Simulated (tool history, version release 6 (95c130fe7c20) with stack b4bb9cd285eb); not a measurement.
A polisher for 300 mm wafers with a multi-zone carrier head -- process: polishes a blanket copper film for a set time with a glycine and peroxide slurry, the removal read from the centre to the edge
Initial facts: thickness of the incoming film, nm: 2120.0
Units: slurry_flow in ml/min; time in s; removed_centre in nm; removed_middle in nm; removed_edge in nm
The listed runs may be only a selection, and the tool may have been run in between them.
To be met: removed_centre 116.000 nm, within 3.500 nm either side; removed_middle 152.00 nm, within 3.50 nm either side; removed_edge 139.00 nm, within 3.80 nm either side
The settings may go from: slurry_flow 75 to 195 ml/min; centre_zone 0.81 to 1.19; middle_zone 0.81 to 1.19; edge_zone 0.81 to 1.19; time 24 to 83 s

run,day,slurry_flow,centre_zone,middle_zone,edge_zone,time,removed_centre,removed_middle,removed_edge
1,0.000,125,1.00,1.00,1.00,53,310.350,283.55,277.14
2,0.171,120,0.97,1.00,0.98,49,275.040,261.53,257.40
3,0.317,120,0.97,1.00,0.93,49,276.050,260.99,249.24
4,0.450,120,0.97,1.00,0.99,49,273.280,260.14,254.36
5,0.571,115,0.95,1.00,0.97,46,250.280,243.95,233.14
6,0.800,115,0.95,0.97,0.97,46,247.030,237.45,234.19
7,0.862,115,0.95,0.97,0.97,46,247.630,239.03,234.96
8,1.200,110,0.93,0.97,0.97,43,222.960,219.36,217.72
9,1.438,105,0.91,0.98,0.98,40,201.130,202.86,200.26
10,1.475,100,0.90,1.01,1.01,38,186.230,194.51,188.88
11,1.742,95,0.89,1.03,1.03,37,174.320,188.38,185.30
12,1.983,95,0.88,1.05,1.03,36,169.910,186.53,181.93
13,2.221,95,0.88,1.05,1.03,36,169.460,188.64,180.89
14,2.433,95,0.87,1.06,1.04,35,161.060,183.56,176.09
15,2.746,95,0.86,1.07,1.04,34,155.990,181.12,172.14
16,2.775,95,0.85,1.08,1.04,33,148.900,176.79,167.80
# day 3.146: centre zone pressure recalibrated
17,3.146,95,0.84,1.09,1.04,32,128.160,171.56,161.90
18,3.308,75,0.82,1.04,0.94,28,98.981,131.16,126.96
19,3.454,80,0.82,1.04,0.94,28,102.140,135.53,128.99
20,3.592,85,0.82,1.04,0.94,28,106.020,139.14,132.07
21,3.796,90,0.82,1.04,0.94,28,108.050,142.26,132.51
22,3.883,100,0.82,1.04,0.95,28,113.150,147.83,138.25
23,4.079,100,0.82,1.04,0.95,28,111.580,147.21,138.41

Next run, 5 choices. One meets every target within its allowed miss, the rest don't. Which?
A,4.275,100,0.81,1.08,0.98,29,?,?,?
B,4.275,80,0.84,1.06,0.88,31,?,?,?
C,4.275,100,0.85,0.94,0.99,30,?,?,?
D,4.275,80,0.83,0.96,0.87,31,?,?,?
E,4.275,145,0.81,1.11,0.97,26,?,?,?

move,removed_centre,removed_middle,removed_edge
A,115.100,157.79,142.23
B,115.940,152.94,137.10
C,124.880,145.13,148.13
D,114.470,140.66,136.57
E,115.320,159.52,135.63
A: carries the result that was furthest off beyond its target, to the other side
B: meets every target
C: further off than the last run
D: further off than the last run
E: carries the result that was furthest off beyond its target, to the other side
The move that meets every target is B.
